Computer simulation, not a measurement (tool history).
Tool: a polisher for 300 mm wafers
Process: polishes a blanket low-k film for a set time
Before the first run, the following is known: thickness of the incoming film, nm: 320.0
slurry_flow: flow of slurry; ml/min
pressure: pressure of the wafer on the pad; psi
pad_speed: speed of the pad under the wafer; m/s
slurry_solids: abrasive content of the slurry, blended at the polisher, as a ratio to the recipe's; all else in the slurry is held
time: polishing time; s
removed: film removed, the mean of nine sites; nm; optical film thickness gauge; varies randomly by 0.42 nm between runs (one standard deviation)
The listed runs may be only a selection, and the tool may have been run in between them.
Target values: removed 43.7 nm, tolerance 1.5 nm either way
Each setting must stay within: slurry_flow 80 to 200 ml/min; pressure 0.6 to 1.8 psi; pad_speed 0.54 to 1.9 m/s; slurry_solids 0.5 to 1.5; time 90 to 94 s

run	hour	slurry_flow	pressure	pad_speed	slurry_solids	time	removed
1	0	130	1.2	1.22	1	90	29.69
2	5.4	140	1.3	1.22	1	90	31.681
3	9.2	140	1.4	1.24	1	90	34.323
4	10.9	140	1.4	1.24	1	90	33.255
5	14.3	140	1.6	1.24	1	90	37.497
6	21.6	120	1.6	1.24	1	90	36.224
7	25.8	135	1.7	1.24	1	90	39.035
8	33	135	1.7	1.24	1	90	39.966
9	35.5	145	1.7	1.24	1	90	40.587
10	39.9	150	1.7	1.24	1	90	39.755
11	41.6	150	1.7	1.26	1	90	40.513

Exercise: of the 4 proposed moves below, exactly one satisfies all targets within the stated allowed misses. Which move is it?
A	43.3	145	1.7	1.22	0.95	90	?
B	43.3	110	1.7	1.48	0.8	94	?
C	43.3	155	1.6	1.1	0.95	92	?
D	43.3	165	1.7	1.42	0.9	92	?

move	removed
A	38.552
B	40.488
C	35.305
D	44.066
A: the biggest miss grows against the last run
B: no nearer and no further than the last run
C: the biggest miss grows against the last run
D: all results in spec
Correct choice: D, which meets every target

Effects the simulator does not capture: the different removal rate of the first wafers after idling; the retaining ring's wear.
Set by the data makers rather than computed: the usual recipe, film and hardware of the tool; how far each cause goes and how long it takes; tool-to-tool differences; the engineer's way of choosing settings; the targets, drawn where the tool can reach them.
